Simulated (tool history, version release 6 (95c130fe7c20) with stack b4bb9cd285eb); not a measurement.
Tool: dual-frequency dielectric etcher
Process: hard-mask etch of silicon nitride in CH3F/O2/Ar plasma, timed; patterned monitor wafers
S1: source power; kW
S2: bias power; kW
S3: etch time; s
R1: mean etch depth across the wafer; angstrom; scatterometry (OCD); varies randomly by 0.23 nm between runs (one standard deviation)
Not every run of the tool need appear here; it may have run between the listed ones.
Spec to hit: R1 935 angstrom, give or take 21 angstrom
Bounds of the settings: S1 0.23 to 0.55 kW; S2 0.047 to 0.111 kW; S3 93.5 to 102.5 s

{"run": 1, "day": 0.0, "S1": 0.39, "S2": 0.079, "S3": 102.5, "R1": 806.48}
{"run": 2, "day": 0.129, "S1": 0.39, "S2": 0.084, "S3": 102.5, "R1": 822.01}
{"run": 3, "day": 0.317, "S1": 0.39, "S2": 0.077, "S3": 102.5, "R1": 806.16}
{"run": 4, "day": 0.525, "S1": 0.39, "S2": 0.089, "S3": 102.5, "R1": 830.25}
{"run": 5, "day": 0.775, "S1": 0.35, "S2": 0.089, "S3": 102.5, "R1": 799.76}
{"run": 6, "day": 1.142, "S1": 0.38, "S2": 0.091, "S3": 102.5, "R1": 825.97}
{"run": 7, "day": 1.462, "S1": 0.46, "S2": 0.099, "S3": 102.5, "R1": 899.35}
{"run": 8, "day": 1.733, "S1": 0.47, "S2": 0.1, "S3": 102.5, "R1": 910.05}

Which of these 4 next moves meets every target?
{"run": "A", "day": 2.004, "S1": 0.51, "S2": 0.111, "S3": 100.5, "R1": "?"}
{"run": "B", "day": 2.004, "S1": 0.43, "S2": 0.094, "S3": 102.5, "R1": "?"}
{"run": "C", "day": 2.004, "S1": 0.53, "S2": 0.095, "S3": 98.5, "R1": "?"}
{"run": "D", "day": 2.004, "S1": 0.41, "S2": 0.104, "S3": 102.5, "R1": "?"}

move=A R1=942.29
move=B R1=869.63
move=C R1=901.31
move=D R1=876.69
A: all results land within tolerance of their targets
B: the biggest miss grows against the last run
C: the biggest miss grows against the last run
D: the biggest miss grows against the last run
A is the move that brings every result within its allowed miss.
